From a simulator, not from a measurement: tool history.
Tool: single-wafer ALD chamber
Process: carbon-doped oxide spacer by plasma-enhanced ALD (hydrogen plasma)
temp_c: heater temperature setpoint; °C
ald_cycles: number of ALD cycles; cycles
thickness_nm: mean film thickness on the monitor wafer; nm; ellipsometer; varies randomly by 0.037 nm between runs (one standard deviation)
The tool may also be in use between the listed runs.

run,hour,temp_c,ald_cycles,thickness_nm
1,0.0,395,297,16.502
2,1.3,395,337,18.851
3,4.8,404,337,18.545
4,6.7,404,372,20.428
5,10.5,405,347,19.095
6,14.7,405,383,21.002
7,17.1,406,354,19.253
8,23.5,408,336,18.229
9,31.8,408,336,18.258

For run 10, what comes out?
10,35.9,408,336,?

For run 10 the tool returned thickness_nm 18.201 nm.

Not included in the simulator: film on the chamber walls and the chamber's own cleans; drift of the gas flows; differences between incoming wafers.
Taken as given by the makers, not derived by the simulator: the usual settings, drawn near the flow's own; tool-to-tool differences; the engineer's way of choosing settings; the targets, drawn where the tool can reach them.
